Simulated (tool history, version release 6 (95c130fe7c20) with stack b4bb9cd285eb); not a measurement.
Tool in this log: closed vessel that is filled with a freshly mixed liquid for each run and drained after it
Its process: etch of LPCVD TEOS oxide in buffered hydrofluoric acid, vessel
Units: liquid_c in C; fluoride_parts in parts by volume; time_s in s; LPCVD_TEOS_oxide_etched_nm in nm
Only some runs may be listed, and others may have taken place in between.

run	hour	liquid_c	fluoride_parts	time_s	LPCVD_TEOS_oxide_etched_nm
1	0.0	24.0	7.5	30	66.746
2	7.3	24.0	7.5	30	66.650
3	12.1	21.0	7.5	30	56.683
4	13.7	21.0	8.5	30	49.078
5	17.0	24.0	8.5	30	58.058
6	21.0	22.0	8.5	30	52.153

Run 7 has not been measured yet. What should we expect?
7	28.7	20.5	8.5	30	?

{"run 7": {"LPCVD_TEOS_oxide_etched_nm": 47.488}}
